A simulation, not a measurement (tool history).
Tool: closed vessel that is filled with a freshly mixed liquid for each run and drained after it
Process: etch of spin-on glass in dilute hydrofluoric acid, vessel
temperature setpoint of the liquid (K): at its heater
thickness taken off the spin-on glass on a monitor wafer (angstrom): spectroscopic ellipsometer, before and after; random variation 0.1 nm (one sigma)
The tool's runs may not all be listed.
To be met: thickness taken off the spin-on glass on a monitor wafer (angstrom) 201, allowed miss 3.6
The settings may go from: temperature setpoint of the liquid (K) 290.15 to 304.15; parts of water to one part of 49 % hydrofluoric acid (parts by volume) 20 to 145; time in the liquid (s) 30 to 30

run,hour,temperature setpoint of the liquid (K),parts of water to one part of 49 % hydrofluoric acid (parts by volume),time in the liquid (s),thickness taken off the spin-on glass on a monitor wafer (angstrom)
1,0,296.15,80,30,82.938
2,5.2,296.15,65,30,103.85
3,11.8,296.15,45,30,154.27
4,18.4,298.15,45,30,167
5,27.6,299.65,45,30,177.15
6,34.8,299.65,65,30,119.7
7,40.2,303.65,45,30,208.5
8,42.5,303.15,45,30,204.68

Which of these 5 next moves meets every target?
A,44.8,302.65,45,30,?
B,44.8,298.15,40,30,?
C,44.8,304.15,50,30,?
D,44.8,303.65,45,30,?
E,44.8,304.15,45,30,?

move,thickness taken off the spin-on glass on a monitor wafer (angstrom)
A,199.42
B,188.44
C,188.89
D,207.44
E,211.54
A: meets every target
B: takes the result that was furthest off past its target
C: takes the result that was furthest off past its target
D: further off than the last run
E: further off than the last run
Move A is the one to make.

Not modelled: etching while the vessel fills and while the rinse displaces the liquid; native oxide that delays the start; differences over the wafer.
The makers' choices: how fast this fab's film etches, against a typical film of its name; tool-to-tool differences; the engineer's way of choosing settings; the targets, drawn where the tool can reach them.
